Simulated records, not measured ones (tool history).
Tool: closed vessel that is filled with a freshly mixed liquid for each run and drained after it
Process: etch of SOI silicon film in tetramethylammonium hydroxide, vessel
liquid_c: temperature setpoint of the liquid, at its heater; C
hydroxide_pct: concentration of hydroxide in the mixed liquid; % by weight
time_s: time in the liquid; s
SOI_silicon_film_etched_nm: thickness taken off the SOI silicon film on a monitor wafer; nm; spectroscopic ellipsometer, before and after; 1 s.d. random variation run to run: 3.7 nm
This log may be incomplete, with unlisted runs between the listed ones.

| run | hour | liquid_c | hydroxide_pct | time_s | SOI_silicon_film_etched_nm |
|---|---|---|---|---|---|
| 1 | 0.0 | 75.0 | 16.5 | 85 | 532.59 |
| 2 | 7.5 | 73.5 | 16.5 | 85 | 492.20 |
| 3 | 15.6 | 73.5 | 16.5 | 95 | 542.12 |
| 4 | 16.6 | 73.5 | 16.5 | 85 | 486.70 |
| 5 | 21.4 | 73.5 | 16.5 | 95 | 555.91 |
| 6 | 25.3 | 73.5 | 15.0 | 95 | 563.33 |
|  | 26.9 | thermometer replaced |
| 7 | 26.9 | 71.5 | 15.0 | 95 | 542.66 |
| 8 | 33.3 | 69.0 | 15.0 | 95 | 460.58 |

Run 9 is up next; what results do you expect?
| 9 | 35.6 | 68.0 | 15.0 | 95 | ? |

Run 9 measured SOI_silicon_film_etched_nm 438.92 nm.
